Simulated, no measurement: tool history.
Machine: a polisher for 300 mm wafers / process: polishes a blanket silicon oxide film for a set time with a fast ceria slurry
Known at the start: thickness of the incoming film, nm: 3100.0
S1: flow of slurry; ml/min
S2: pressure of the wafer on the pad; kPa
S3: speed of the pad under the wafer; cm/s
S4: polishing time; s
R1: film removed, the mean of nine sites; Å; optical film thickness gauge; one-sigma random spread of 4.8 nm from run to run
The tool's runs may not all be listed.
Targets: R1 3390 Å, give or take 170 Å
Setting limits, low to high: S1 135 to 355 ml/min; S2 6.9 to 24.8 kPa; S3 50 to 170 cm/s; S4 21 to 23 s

Run 1, day 0: S1 225 ml/min, S2 15.9 kPa, S3 110 cm/s, S4 23 s. Result: R1 2696.6 Å.
Run 2, day 0.167: S1 225 ml/min, S2 15.9 kPa, S3 110 cm/s, S4 21 s. Result: R1 2419.6 Å.
Run 3, day 0.296: S1 250 ml/min, S2 15.9 kPa, S3 110 cm/s, S4 21 s. Result: R1 2495.4 Å.
Run 4, day 0.571: S1 250 ml/min, S2 16.5 kPa, S3 110 cm/s, S4 21 s. Result: R1 2671.2 Å.
Run 5, day 0.775: S1 255 ml/min, S2 17.2 kPa, S3 110 cm/s, S4 21 s. Result: R1 2752 Å.
Run 6, day 1.108: S1 255 ml/min, S2 17.9 kPa, S3 110 cm/s, S4 21 s. Result: R1 2825.1 Å.
Run 7, day 1.2: S1 255 ml/min, S2 18.6 kPa, S3 110 cm/s, S4 21 s. Result: R1 2903.4 Å.
Run 8, day 1.529: S1 255 ml/min, S2 19.3 kPa, S3 110 cm/s, S4 21 s. Result: R1 2959.9 Å.

4 candidate next runs follow, results not yet known. Just one meets every target within its allowed miss. Identify it.
Run A, day 1.858: S1 255 ml/min, S2 21.4 kPa, S3 114 cm/s, S4 21 s. Result: R1 ?.
Run B, day 1.858: S1 260 ml/min, S2 16.5 kPa, S3 126 cm/s, S4 22 s. Result: R1 ?.
Run C, day 1.858: S1 270 ml/min, S2 18.6 kPa, S3 106 cm/s, S4 22 s. Result: R1 ?.
Run D, day 1.858: S1 255 ml/min, S2 20 kPa, S3 104 cm/s, S4 21 s. Result: R1 ?.

move      R1
   A  3522.7
   B    3176
   C  3022.2
   D  3019.4
A: every result lands within tolerance
B: gains on the last run, yet a result remains outside its allowed miss
C: gains on the last run, yet a result remains outside its allowed miss
D: gains on the last run, yet a result remains outside its allowed miss
So the answer is move A, the one that meets all the targets.

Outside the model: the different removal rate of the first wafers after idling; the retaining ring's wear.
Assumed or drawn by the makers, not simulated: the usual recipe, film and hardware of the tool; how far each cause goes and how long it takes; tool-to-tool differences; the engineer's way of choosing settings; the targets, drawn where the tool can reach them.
